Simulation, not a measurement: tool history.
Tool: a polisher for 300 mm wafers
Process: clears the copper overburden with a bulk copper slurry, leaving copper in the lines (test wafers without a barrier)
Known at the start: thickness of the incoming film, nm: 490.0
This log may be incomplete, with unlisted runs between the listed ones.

run,hour,flow of slurry (ml/min),pressure of the wafer on the pad (psi),speed of the pad under the wafer (m/s),abrasive content of the slurry,overpolish time after the end point (s),time until the end point was called (s),dishing of a wide line in a test structure (Å)
1,0.0,155,1.7,1.14,1.0,15,93.924,537.85
2,6.4,135,1.7,1.14,1.0,15,94.112,528.94
3,7.0,135,1.7,1.14,1.0,17,98.046,584.37
4,9.1,145,1.7,1.14,1.0,15,94.689,540.70
5,9.8,150,1.7,1.14,1.0,13,93.838,476.68
6,16.7,185,1.7,1.14,1.0,13,90.222,500.86
7,20.7,190,1.7,1.14,1.0,12,91.570,470.77

Run 8 comes next. What will it give?
8,23.6,190,2.0,1.16,1.0,8,?,?

time until the end point was called (s): 76.893
dishing of a wide line in a test structure (Å): 389.69
